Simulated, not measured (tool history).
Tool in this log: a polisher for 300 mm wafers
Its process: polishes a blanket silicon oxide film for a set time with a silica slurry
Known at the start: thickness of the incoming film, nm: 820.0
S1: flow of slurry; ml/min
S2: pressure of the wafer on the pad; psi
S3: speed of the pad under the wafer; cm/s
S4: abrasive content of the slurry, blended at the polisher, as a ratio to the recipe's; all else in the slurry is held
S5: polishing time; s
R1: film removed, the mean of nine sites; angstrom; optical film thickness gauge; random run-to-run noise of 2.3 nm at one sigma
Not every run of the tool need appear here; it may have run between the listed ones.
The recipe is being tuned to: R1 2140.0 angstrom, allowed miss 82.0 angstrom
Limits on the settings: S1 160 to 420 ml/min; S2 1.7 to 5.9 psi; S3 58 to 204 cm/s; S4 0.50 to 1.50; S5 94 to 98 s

Run 1, day 0.000: S1 270 ml/min, S2 3.8 psi, S3 130 cm/s, S4 1.00, S5 94 s. Result: R1 2614.1 angstrom.
Run 2, day 0.221: S1 270 ml/min, S2 4.6 psi, S3 130 cm/s, S4 1.00, S5 94 s. Result: R1 3177.3 angstrom.
Run 3, day 0.467: S1 270 ml/min, S2 4.6 psi, S3 130 cm/s, S4 1.00, S5 98 s. Result: R1 3322.3 angstrom.
Run 4, day 0.579: S1 270 ml/min, S2 4.3 psi, S3 130 cm/s, S4 1.00, S5 98 s. Result: R1 3130.1 angstrom.
Run 5, day 0.754: S1 270 ml/min, S2 4.3 psi, S3 130 cm/s, S4 0.80, S5 98 s. Result: R1 2826.4 angstrom.
Run 6, day 1.021: S1 270 ml/min, S2 4.3 psi, S3 130 cm/s, S4 0.80, S5 94 s. Result: R1 2757.3 angstrom.
Run 7, day 1.171: S1 270 ml/min, S2 4.1 psi, S3 130 cm/s, S4 0.80, S5 94 s. Result: R1 2588.5 angstrom.
Run 8, day 1.238: S1 270 ml/min, S2 4.0 psi, S3 130 cm/s, S4 0.80, S5 94 s. Result: R1 2553.0 angstrom.
Run 9, day 1.450: S1 270 ml/min, S2 3.9 psi, S3 130 cm/s, S4 0.80, S5 94 s. Result: R1 2477.1 angstrom.

5 candidate next runs follow, results not yet known. Just one meets every target within its allowed miss. Identify it.
Run A, day 1.662: S1 315 ml/min, S2 2.8 psi, S3 178 cm/s, S4 0.60, S5 97 s. Result: R1 ?.
Run B, day 1.662: S1 250 ml/min, S2 3.8 psi, S3 136 cm/s, S4 0.90, S5 98 s. Result: R1 ?.
Run C, day 1.662: S1 285 ml/min, S2 3.6 psi, S3 112 cm/s, S4 0.65, S5 94 s. Result: R1 ?.
Run D, day 1.662: S1 225 ml/min, S2 3.9 psi, S3 152 cm/s, S4 0.90, S5 94 s. Result: R1 ?.
Run E, day 1.662: S1 270 ml/min, S2 3.6 psi, S3 102 cm/s, S4 0.80, S5 94 s. Result: R1 ?.

move      R1
   A  2146.5
   B  2691.7
   C  1916.2
   D  2844.2
   E  1918.5
A: hits every target within its allowed miss
B: further off than the last run
C: the result that was furthest off in the last run now lies on the other side of its target
D: further off than the last run
E: the result that was furthest off in the last run now lies on the other side of its target
So the answer is move A, the one that meets all the targets.
